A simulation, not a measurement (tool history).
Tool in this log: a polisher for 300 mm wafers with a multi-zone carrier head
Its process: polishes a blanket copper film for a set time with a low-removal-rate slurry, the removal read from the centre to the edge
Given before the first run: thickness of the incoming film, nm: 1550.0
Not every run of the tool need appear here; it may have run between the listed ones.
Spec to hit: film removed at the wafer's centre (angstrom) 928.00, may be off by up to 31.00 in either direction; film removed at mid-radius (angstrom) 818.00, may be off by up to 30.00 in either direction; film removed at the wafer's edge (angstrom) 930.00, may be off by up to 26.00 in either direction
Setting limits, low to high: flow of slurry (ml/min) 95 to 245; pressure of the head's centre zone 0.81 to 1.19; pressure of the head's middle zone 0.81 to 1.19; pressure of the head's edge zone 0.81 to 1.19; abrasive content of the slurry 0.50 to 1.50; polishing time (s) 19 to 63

run,hour,flow of slurry (ml/min),pressure of the head's centre zone,pressure of the head's middle zone,pressure of the head's edge zone,abrasive content of the slurry,polishing time (s),film removed at the wafer's centre (angstrom),film removed at mid-radius (angstrom),film removed at the wafer's edge (angstrom)
1,0.0,155,1.00,1.00,1.00,1.00,41,1050.20,1074.10,1093.20
2,2.9,150,1.00,0.97,0.98,0.95,41,1040.40,1026.40,1057.00
3,9.6,150,1.00,0.97,0.98,0.95,50,1254.40,1276.00,1297.20
4,10.9,150,1.00,0.97,0.98,0.95,60,1501.50,1507.80,1577.30
5,15.0,150,1.00,0.97,1.03,0.95,60,1513.10,1498.10,1602.80
6,19.0,170,1.00,0.97,1.03,0.95,60,1547.60,1531.60,1627.80
# hour 20.0: worn pad replaced by a new one
7,20.0,165,1.00,0.95,1.02,0.90,57,1565.30,1549.20,1625.20
8,22.9,165,1.10,0.95,1.12,1.15,46,1491.30,1326.60,1464.00
9,31.0,155,1.08,0.93,1.08,1.05,45,1383.30,1215.00,1364.30
10,36.0,150,1.06,0.92,1.04,0.95,44,1264.50,1153.20,1271.20
11,39.8,150,1.06,0.92,1.04,0.95,44,1275.20,1153.00,1285.10
12,44.9,145,1.05,0.90,1.01,0.90,42,1178.90,1037.30,1171.50
13,45.6,140,1.03,0.89,0.98,0.90,42,1155.20,1037.10,1164.70
14,50.6,135,1.02,0.88,0.96,0.85,41,1093.70,980.13,1113.90
15,52.8,130,1.02,0.87,0.94,0.80,41,1076.20,939.16,1072.10
16,58.5,125,1.01,0.87,0.92,0.75,41,1010.30,932.41,1039.50
17,62.3,125,1.01,0.86,0.91,0.75,41,1040.60,908.21,1027.70
18,71.2,120,1.00,0.86,0.90,0.75,41,1008.00,919.98,1039.20
19,73.0,120,1.00,0.86,0.90,0.75,41,1024.10,919.45,1027.00
20,75.8,120,1.00,0.85,0.89,0.70,41,983.35,888.23,1002.50

Pick the move, out of 4, that brings all results within their allowed miss; only one does.
A,78.6,135,0.99,0.82,0.85,0.75,37,?,?,?
B,78.6,145,1.02,0.95,0.89,0.50,41,?,?,?
C,78.6,95,0.92,0.91,0.84,1.00,42,?,?,?
D,78.6,95,0.85,0.89,0.98,0.50,50,?,?,?

move,film removed at the wafer's centre (angstrom),film removed at mid-radius (angstrom),film removed at the wafer's edge (angstrom)
A,922.41,817.82,931.10
B,953.90,924.40,942.13
C,967.22,1016.10,1079.20
D,878.76,981.50,1122.50
A: each result inside its tolerance
B: the worst result of the last run now meets its target, but another is out of spec
C: its largest miss is bigger than the last run's
D: its largest miss is bigger than the last run's
The move that meets every target is A.
